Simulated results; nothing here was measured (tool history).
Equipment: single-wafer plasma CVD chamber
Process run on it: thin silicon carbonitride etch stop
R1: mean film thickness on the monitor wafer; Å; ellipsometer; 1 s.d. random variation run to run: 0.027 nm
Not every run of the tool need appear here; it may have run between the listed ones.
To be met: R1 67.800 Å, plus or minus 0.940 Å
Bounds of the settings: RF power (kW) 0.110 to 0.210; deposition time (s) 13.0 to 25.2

Run 1, hour 0.0: RF power (kW) 0.160, deposition time (s) 19.1. Result: R1 98.132 Å.
Run 2, hour 3.3: RF power (kW) 0.155, deposition time (s) 18.3. Result: R1 92.679 Å.
Run 3, hour 8.7: RF power (kW) 0.175, deposition time (s) 18.3. Result: R1 98.165 Å.
Run 4, hour 9.7: RF power (kW) 0.165, deposition time (s) 17.7. Result: R1 91.823 Å.
Run 5, hour 10.3: RF power (kW) 0.165, deposition time (s) 19.4. Result: R1 101.390 Å.
Run 6, hour 13.8: RF power (kW) 0.160, deposition time (s) 18.7. Result: R1 95.684 Å.
Run 7, hour 21.3: RF power (kW) 0.160, deposition time (s) 18.7. Result: R1 95.935 Å.
Run 8, hour 23.6: RF power (kW) 0.155, deposition time (s) 18.1. Result: R1 91.525 Å.
Run 9, hour 26.0: RF power (kW) 0.150, deposition time (s) 17.6. Result: R1 88.296 Å.
Run 10, hour 33.8: RF power (kW) 0.145, deposition time (s) 17.1. Result: R1 83.855 Å.
Run 11, hour 40.5: RF power (kW) 0.140, deposition time (s) 16.8. Result: R1 81.103 Å.
Run 12, hour 46.2: RF power (kW) 0.135, deposition time (s) 16.6. Result: R1 78.472 Å.
Run 13, hour 49.8: RF power (kW) 0.110, deposition time (s) 14.7. Result: R1 62.662 Å.
Run 14, hour 55.3: RF power (kW) 0.115, deposition time (s) 14.7. Result: R1 64.306 Å.

5 next moves are on the table. One of them brings every result within its allowed miss. Which?
Run A, hour 60.8: RF power (kW) 0.115, deposition time (s) 14.4. Result: R1 ?.
Run B, hour 60.8: RF power (kW) 0.115, deposition time (s) 15.6. Result: R1 ?.
Run C, hour 60.8: RF power (kW) 0.130, deposition time (s) 13.1. Result: R1 ?.
Run D, hour 60.8: RF power (kW) 0.110, deposition time (s) 15.5. Result: R1 ?.
Run E, hour 60.8: RF power (kW) 0.115, deposition time (s) 13.6. Result: R1 ?.

move      R1
   A  62.397
   B  67.597
   C  60.595
   D  65.481
   E  58.930
A: the biggest miss grows against the last run
B: in spec on every target
C: the biggest miss grows against the last run
D: an improvement on the last run, though not all results are within tolerance
E: the biggest miss grows against the last run
Correct choice: B, which meets every target
